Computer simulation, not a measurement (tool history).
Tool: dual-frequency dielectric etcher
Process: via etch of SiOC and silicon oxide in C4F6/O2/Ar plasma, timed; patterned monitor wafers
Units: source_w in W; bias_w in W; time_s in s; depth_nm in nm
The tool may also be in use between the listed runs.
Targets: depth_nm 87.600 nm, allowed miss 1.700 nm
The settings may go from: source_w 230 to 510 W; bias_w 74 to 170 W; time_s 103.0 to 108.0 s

Run 1, hour 0.0: source_w 370 W, bias_w 122 W, time_s 103.0 s. Result: depth_nm 99.073 nm.
Run 2, hour 7.2: source_w 370 W, bias_w 122 W, time_s 103.0 s. Result: depth_nm 97.937 nm.
Run 3, hour 10.0: source_w 370 W, bias_w 136 W, time_s 103.0 s. Result: depth_nm 102.650 nm.
Run 4, hour 17.3: source_w 310 W, bias_w 136 W, time_s 103.0 s. Result: depth_nm 97.667 nm.
Run 5, hour 26.2: source_w 310 W, bias_w 143 W, time_s 103.0 s. Result: depth_nm 97.663 nm.
Run 6, hour 34.4: source_w 300 W, bias_w 141 W, time_s 103.0 s. Result: depth_nm 97.354 nm.
Run 7, hour 40.3: source_w 290 W, bias_w 139 W, time_s 103.0 s. Result: depth_nm 95.585 nm.
Run 8, hour 47.2: source_w 280 W, bias_w 138 W, time_s 103.0 s. Result: depth_nm 94.448 nm.
Run 9, hour 52.6: source_w 280 W, bias_w 137 W, time_s 103.0 s. Result: depth_nm 94.098 nm.
Run 10, hour 57.1: source_w 280 W, bias_w 136 W, time_s 103.0 s. Result: depth_nm 93.282 nm.
Run 11, hour 59.7: source_w 250 W, bias_w 133 W, time_s 103.0 s. Result: depth_nm 90.313 nm.

Which of these 5 next moves meets every target?
Run A, hour 62.3: source_w 280 W, bias_w 97 W, time_s 105.5 s. Result: depth_nm ?.
Run B, hour 62.3: source_w 230 W, bias_w 146 W, time_s 104.0 s. Result: depth_nm ?.
Run C, hour 62.3: source_w 240 W, bias_w 110 W, time_s 108.0 s. Result: depth_nm ?.
Run D, hour 62.3: source_w 230 W, bias_w 133 W, time_s 107.0 s. Result: depth_nm ?.
Run E, hour 62.3: source_w 250 W, bias_w 136 W, time_s 104.0 s. Result: depth_nm ?.

move  depth_nm
   A    84.996
   B    91.647
   C    86.847
   D    91.087
   E    91.473
A: takes the result that was furthest off past its target
B: further off than the last run
C: meets every target
D: further off than the last run
E: further off than the last run
Answer: C
